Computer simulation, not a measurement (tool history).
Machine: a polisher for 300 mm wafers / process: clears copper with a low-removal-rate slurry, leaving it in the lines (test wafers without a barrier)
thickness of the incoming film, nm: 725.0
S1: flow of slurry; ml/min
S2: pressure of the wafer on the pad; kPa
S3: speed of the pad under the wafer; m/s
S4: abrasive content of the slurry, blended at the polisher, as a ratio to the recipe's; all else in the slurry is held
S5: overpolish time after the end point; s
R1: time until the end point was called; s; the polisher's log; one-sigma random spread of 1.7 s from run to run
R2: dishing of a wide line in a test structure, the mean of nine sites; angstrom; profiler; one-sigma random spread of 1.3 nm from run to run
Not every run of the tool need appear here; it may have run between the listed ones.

run,hour,S1,S2,S3,S4,S5,R1,R2
1,0.0,180,28.3,1.42,1.0,23,120.360,894.31
2,2.6,180,28.3,1.42,1.1,23,120.510,892.42
3,11.1,180,29.0,1.42,1.1,22,116.640,887.27
4,18.5,180,29.0,1.42,1.1,27,118.160,1046.30
5,25.0,180,29.6,1.42,1.1,26,113.850,995.88
6,28.5,180,30.3,1.42,1.1,25,108.570,1007.00
7,32.5,180,31.0,1.42,1.1,24,109.290,1018.10

Expected results for the next run?
8,40.9,195,34.5,1.54,1.1,13,?,?

{"run 8": {"R1": 88.552, "R2": 730.96}}
